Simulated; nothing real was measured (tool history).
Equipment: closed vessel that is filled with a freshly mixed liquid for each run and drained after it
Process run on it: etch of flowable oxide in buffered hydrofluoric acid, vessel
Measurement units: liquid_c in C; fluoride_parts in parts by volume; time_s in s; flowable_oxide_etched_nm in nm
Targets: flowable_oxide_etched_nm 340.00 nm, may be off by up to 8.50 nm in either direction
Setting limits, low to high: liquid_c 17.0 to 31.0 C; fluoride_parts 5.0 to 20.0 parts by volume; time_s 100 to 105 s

Run 1, hour 0.0: liquid_c 23.0 C, fluoride_parts 12.0 parts by volume, time_s 100 s. Result: flowable_oxide_etched_nm 159.07 nm.
Run 2, hour 1.0: liquid_c 24.5 C, fluoride_parts 11.0 parts by volume, time_s 100 s. Result: flowable_oxide_etched_nm 188.24 nm.
Run 3, hour 2.3: liquid_c 25.5 C, fluoride_parts 10.5 parts by volume, time_s 100 s. Result: flowable_oxide_etched_nm 206.77 nm.
Run 4, hour 8.3: liquid_c 26.5 C, fluoride_parts 10.0 parts by volume, time_s 100 s. Result: flowable_oxide_etched_nm 228.61 nm.
Run 5, hour 13.3: liquid_c 27.5 C, fluoride_parts 9.5 parts by volume, time_s 100 s. Result: flowable_oxide_etched_nm 243.93 nm.
At hour 17.6: hydrofluoric acid flow meter replaced.
Run 6, hour 17.6: liquid_c 29.5 C, fluoride_parts 9.5 parts by volume, time_s 100 s. Result: flowable_oxide_etched_nm 265.61 nm.
Run 7, hour 18.5: liquid_c 30.0 C, fluoride_parts 9.0 parts by volume, time_s 100 s. Result: flowable_oxide_etched_nm 278.25 nm.
Run 8, hour 20.4: liquid_c 30.0 C, fluoride_parts 8.5 parts by volume, time_s 100 s. Result: flowable_oxide_etched_nm 295.70 nm.
Run 9, hour 21.6: liquid_c 30.5 C, fluoride_parts 8.0 parts by volume, time_s 100 s. Result: flowable_oxide_etched_nm 328.75 nm.

Which one of the following 4 next-run settings gets every result inside its allowed miss? There is exactly one.
Run A, hour 22.8: liquid_c 30.5 C, fluoride_parts 9.0 parts by volume, time_s 105 s. Result: flowable_oxide_etched_nm ?.
Run B, hour 22.8: liquid_c 28.0 C, fluoride_parts 8.0 parts by volume, time_s 105 s. Result: flowable_oxide_etched_nm ?.
Run C, hour 22.8: liquid_c 28.0 C, fluoride_parts 7.5 parts by volume, time_s 105 s. Result: flowable_oxide_etched_nm ?.
Run D, hour 22.8: liquid_c 29.0 C, fluoride_parts 7.5 parts by volume, time_s 105 s. Result: flowable_oxide_etched_nm ?.

move  flowable_oxide_etched_nm
   A                    299.76
   B                    298.56
   C                    320.13
   D                    337.51
A: lands further from the targets than the last run did
B: lands further from the targets than the last run did
C: lands further from the targets than the last run did
D: every result within its allowed miss
Go with D: it meets all targets.
